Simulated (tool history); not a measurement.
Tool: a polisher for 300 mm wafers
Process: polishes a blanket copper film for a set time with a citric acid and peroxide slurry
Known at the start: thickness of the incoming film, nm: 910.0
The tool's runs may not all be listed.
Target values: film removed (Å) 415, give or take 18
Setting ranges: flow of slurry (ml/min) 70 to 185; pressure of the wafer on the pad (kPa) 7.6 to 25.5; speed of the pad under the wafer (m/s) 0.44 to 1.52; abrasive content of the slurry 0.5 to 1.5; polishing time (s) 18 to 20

run,hour,flow of slurry (ml/min),pressure of the wafer on the pad (kPa),speed of the pad under the wafer (m/s),abrasive content of the slurry,polishing time (s),film removed (Å)
1,0,120,16.5,0.98,1,20,312.64
2,8.9,125,17.9,0.98,1,20,343.66
3,16.7,125,17.9,0.78,1,20,287.75
4,18,125,17.9,0.6,1,20,242.81
5,20.5,125,19.3,0.6,1,20,262.69
6,21.2,105,19.3,0.6,1,20,243.66
7,28.7,120,20.7,0.6,1,20,268.95
8,33.1,120,20.7,0.6,1,20,262.22
9,34.1,130,22.1,0.66,1,20,306.97
10,38,135,22.8,0.68,1,20,325.7
11,42.1,140,23.4,0.7,1,20,350.34
12,48.5,145,24.1,0.7,1,20,357.16
13,49.5,150,24.8,0.72,1,20,375.2
14,50.9,150,24.8,0.74,1,20,384.34

Pick the move, out of 5, that brings all results within their allowed miss; only one does.
A,52.3,150,25.5,0.66,0.9,20,?
B,52.3,165,25.5,0.86,0.9,19,?
C,52.3,155,25.5,0.66,0.95,20,?
D,52.3,130,24.8,0.84,1.35,20,?
E,52.3,125,25.5,0.88,1.15,20,?

move,film removed (Å)
A,354.15
B,415.28
C,361.34
D,444.52
E,449.48
A: misses by more than the last run did
B: all results in spec
C: misses by more than the last run did
D: takes the result that was furthest off past its target
E: takes the result that was furthest off past its target
Move B is the one to make.
